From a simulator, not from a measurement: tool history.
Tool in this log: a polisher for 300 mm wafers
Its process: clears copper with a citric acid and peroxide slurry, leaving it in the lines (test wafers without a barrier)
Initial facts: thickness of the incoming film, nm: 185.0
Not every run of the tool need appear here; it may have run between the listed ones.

| run | day | flow of slurry (ml/min) | pressure of the wafer on the pad (psi) | speed of the pad under the wafer (m/s) | abrasive content of the slurry | overpolish time after the end point (s) | time until the end point was called (s) | dishing of a wide line in a test structure (angstrom) |
|---|---|---|---|---|---|---|---|---|
| 1 | 0.000 | 290 | 3.1 | 0.84 | 1.0 | 27 | 100.400 | 305.75 |
| 2 | 0.242 | 290 | 3.1 | 0.72 | 1.0 | 27 | 114.860 | 268.73 |
| 3 | 0.438 | 290 | 3.1 | 0.80 | 1.0 | 27 | 102.300 | 283.67 |
| 4 | 0.483 | 290 | 3.1 | 0.80 | 1.1 | 27 | 99.377 | 293.12 |
| 5 | 0.612 | 290 | 3.1 | 0.80 | 1.1 | 22 | 101.180 | 248.68 |
| 6 | 0.646 | 290 | 3.1 | 1.02 | 1.1 | 22 | 83.942 | 292.55 |
| 7 | 0.762 | 290 | 3.1 | 1.02 | 1.1 | 23 | 82.659 | 309.12 |
| 8 | 0.933 | 290 | 3.1 | 1.02 | 1.1 | 24 | 82.961 | 319.34 |

For run 9, what comes out?
| 9 | 1.058 | 290 | 3.1 | 1.02 | 1.1 | 25 | ? | ? |

time until the end point was called (s): 82.115
dishing of a wide line in a test structure (angstrom): 316.92
